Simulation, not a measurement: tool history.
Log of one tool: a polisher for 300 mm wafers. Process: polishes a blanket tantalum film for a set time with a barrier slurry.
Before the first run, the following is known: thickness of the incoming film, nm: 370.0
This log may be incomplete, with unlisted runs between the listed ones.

run	hour	flow of slurry (ml/min)	pressure of the wafer on the pad (psi)	speed of the pad under the wafer (cm/s)	abrasive content of the slurry	polishing time (s)	film removed (Å)
1	0.0	200	1.4	94	1.0	123	1202.20
2	2.9	175	1.4	94	1.0	123	1167.50
3	9.1	175	1.5	94	1.0	123	1274.40
4	9.9	175	1.5	94	1.0	123	1248.70
5	16.3	175	1.5	94	1.0	128	1313.20
6	17.5	165	1.2	94	1.0	128	1059.30
7	23.3	160	1.0	94	1.0	128	883.86
8	32.2	155	0.9	94	1.0	128	797.46
9	35.5	150	0.9	94	1.0	128	787.18
10	40.3	145	0.9	94	1.0	128	794.91

Run 11 has not been measured yet. What should we expect?
11	46.8	140	0.9	94	1.0	128	?

{"run 11": {"film removed (Å)": 782.26}}
